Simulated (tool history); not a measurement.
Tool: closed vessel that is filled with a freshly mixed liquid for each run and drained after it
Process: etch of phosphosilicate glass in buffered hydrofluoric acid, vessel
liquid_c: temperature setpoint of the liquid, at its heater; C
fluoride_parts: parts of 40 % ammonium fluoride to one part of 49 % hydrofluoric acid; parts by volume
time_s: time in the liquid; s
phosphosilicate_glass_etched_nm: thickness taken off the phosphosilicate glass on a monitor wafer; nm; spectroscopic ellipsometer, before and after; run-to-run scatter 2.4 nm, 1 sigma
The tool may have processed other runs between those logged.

run,day,liquid_c,fluoride_parts,time_s,phosphosilicate_glass_etched_nm
1,0.000,22.0,12.0,30,111.570
2,0.075,22.0,15.0,30,87.946
3,0.375,22.0,15.0,30,86.875
4,0.696,23.0,14.0,30,97.579
5,0.771,24.5,14.0,30,106.960
6,1.133,25.5,13.0,30,122.600
7,1.217,26.0,12.0,30,135.780
8,1.358,26.5,11.5,30,145.490

Run 9 comes next. What will it give?
9,1.388,27.0,11.0,30,?

phosphosilicate_glass_etched_nm: 156.290 nm
